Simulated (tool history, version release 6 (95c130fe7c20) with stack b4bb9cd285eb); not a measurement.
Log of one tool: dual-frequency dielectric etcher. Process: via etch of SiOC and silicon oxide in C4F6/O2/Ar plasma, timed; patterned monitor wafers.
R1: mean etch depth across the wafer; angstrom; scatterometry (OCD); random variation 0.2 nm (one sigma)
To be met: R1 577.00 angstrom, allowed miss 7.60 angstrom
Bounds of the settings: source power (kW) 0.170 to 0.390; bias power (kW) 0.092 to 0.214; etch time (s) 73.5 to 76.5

{"run": 1, "day": 0.0, "source power (kW)": 0.28, "bias power (kW)": 0.153, "etch time (s)": 73.5, "R1": 685.54}
{"run": 2, "day": 0.325, "source power (kW)": 0.28, "bias power (kW)": 0.13, "etch time (s)": 73.5, "R1": 640.08}
{"run": 3, "day": 0.512, "source power (kW)": 0.28, "bias power (kW)": 0.13, "etch time (s)": 76.5, "R1": 669.35}
{"run": 4, "day": 0.858, "source power (kW)": 0.27, "bias power (kW)": 0.13, "etch time (s)": 76.5, "R1": 656.1}
{"run": 5, "day": 1.029, "source power (kW)": 0.27, "bias power (kW)": 0.13, "etch time (s)": 76.5, "R1": 663.17}
{"run": 6, "day": 1.388, "source power (kW)": 0.29, "bias power (kW)": 0.13, "etch time (s)": 76.5, "R1": 677.33}
{"run": 7, "day": 1.754, "source power (kW)": 0.28, "bias power (kW)": 0.129, "etch time (s)": 76.5, "R1": 669.87}
{"run": 8, "day": 1.833, "source power (kW)": 0.27, "bias power (kW)": 0.129, "etch time (s)": 76.5, "R1": 659.99}
{"run": 9, "day": 1.892, "source power (kW)": 0.26, "bias power (kW)": 0.129, "etch time (s)": 76.5, "R1": 651.55}

4 next moves are on the table. One of them brings every result within its allowed miss. Which?
{"run": "A", "day": 1.95, "source power (kW)": 0.23, "bias power (kW)": 0.102, "etch time (s)": 76.5, "R1": "?"}
{"run": "B", "day": 1.95, "source power (kW)": 0.23, "bias power (kW)": 0.131, "etch time (s)": 73.5, "R1": "?"}
{"run": "C", "day": 1.95, "source power (kW)": 0.36, "bias power (kW)": 0.124, "etch time (s)": 74.5, "R1": "?"}
{"run": "D", "day": 1.95, "source power (kW)": 0.24, "bias power (kW)": 0.1, "etch time (s)": 74.0, "R1": "?"}

move=A R1=578.27
move=B R1=601.85
move=C R1=716.11
move=D R1=565.55
A: meets every target
B: nearer than the last run, and not there yet
C: further off than the last run
D: takes the result that was furthest off past its target
The right move is A.

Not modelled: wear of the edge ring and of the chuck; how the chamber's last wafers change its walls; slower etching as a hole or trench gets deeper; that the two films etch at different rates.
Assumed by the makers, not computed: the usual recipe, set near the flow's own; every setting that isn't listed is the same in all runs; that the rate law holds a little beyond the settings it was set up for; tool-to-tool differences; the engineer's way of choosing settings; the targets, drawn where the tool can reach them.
